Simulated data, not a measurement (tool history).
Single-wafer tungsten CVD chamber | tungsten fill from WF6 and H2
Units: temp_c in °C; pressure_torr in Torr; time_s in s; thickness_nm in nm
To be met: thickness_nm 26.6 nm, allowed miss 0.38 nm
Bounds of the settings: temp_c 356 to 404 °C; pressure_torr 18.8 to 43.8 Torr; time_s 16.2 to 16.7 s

run  hour  temp_c  pressure_torr  time_s  thickness_nm
  1     0     380           31.3    16.2        30.272
  2   1.5     369           31.3    16.2        23.128
  3     9     369           27.5    16.2        21.882
  4  14.7     371           27.5    16.2        22.751
  5    17     371           27.5    16.7        23.715
  6  19.4     372           27.5    16.7        24.184
  7  25.8     373           27.5    16.7        24.852
  8  31.5     374           27.5    16.7        25.338
  9  32.1     375           27.5    16.7        26.169

5 next moves are on the table. One of them brings every result within its allowed miss. Which?
  A  32.7     374           28.5    16.7             ?
  B  32.7     377           26.4    16.7             ?
  C  32.7     374           29.7    16.2             ?
  D  32.7     376           26.5    16.2             ?
  E  32.7     380           21.9    16.5             ?

move  thickness_nm
   A        25.913
   B        26.771
   C        25.656
   D         25.41
   E        25.802
A: further off than the last run
B: meets every target
C: further off than the last run
D: further off than the last run
E: further off than the last run
The right move is B.
